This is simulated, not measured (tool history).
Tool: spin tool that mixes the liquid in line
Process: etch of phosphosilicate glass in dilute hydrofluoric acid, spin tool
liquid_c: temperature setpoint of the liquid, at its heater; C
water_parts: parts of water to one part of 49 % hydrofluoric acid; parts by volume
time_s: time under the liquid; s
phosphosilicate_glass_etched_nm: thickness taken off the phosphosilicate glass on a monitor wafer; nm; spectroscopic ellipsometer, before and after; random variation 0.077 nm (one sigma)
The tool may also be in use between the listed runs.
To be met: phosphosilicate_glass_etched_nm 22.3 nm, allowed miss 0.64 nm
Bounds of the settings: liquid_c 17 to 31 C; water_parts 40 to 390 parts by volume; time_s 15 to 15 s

| run | hour | liquid_c | water_parts | time_s | phosphosilicate_glass_etched_nm |
|---|---|---|---|---|---|
| 1 | 0 | 23 | 215 | 15 | 10.995 |
| 2 | 1.8 | 19.5 | 215 | 15 | 9.6175 |
| 3 | 3.2 | 19.5 | 160 | 15 | 13.635 |
| 4 | 4.1 | 19.5 | 110 | 15 | 21.05 |
| 5 | 10.5 | 19.5 | 80 | 15 | 29.854 |
| 6 | 17.9 | 19.5 | 40 | 15 | 62.5 |
| 7 | 21.1 | 19 | 50 | 15 | 48.236 |
| 8 | 25.4 | 18.5 | 60 | 15 | 39.187 |
| 9 | 27.8 | 18.5 | 65 | 15 | 35.793 |
| 10 | 36.2 | 18.5 | 70 | 15 | 32.921 |
| 11 | 44.3 | 18.5 | 75 | 15 | 30.396 |

Which of these 5 next moves meets every target?
| A | 52.4 | 17 | 90 | 15 | ? |
| B | 52.4 | 20 | 100 | 15 | ? |
| C | 52.4 | 18.5 | 65 | 15 | ? |
| D | 52.4 | 18 | 85 | 15 | ? |
| E | 52.4 | 17 | 95 | 15 | ? |

| move | phosphosilicate_glass_etched_nm |
|---|---|
| A | 23.473 |
| B | 23.686 |
| C | 35.601 |
| D | 26.067 |
| E | 22.121 |
A: nearer than the last run, and not there yet
B: nearer than the last run, and not there yet
C: further off than the last run
D: nearer than the last run, and not there yet
E: meets every target
Answer: E
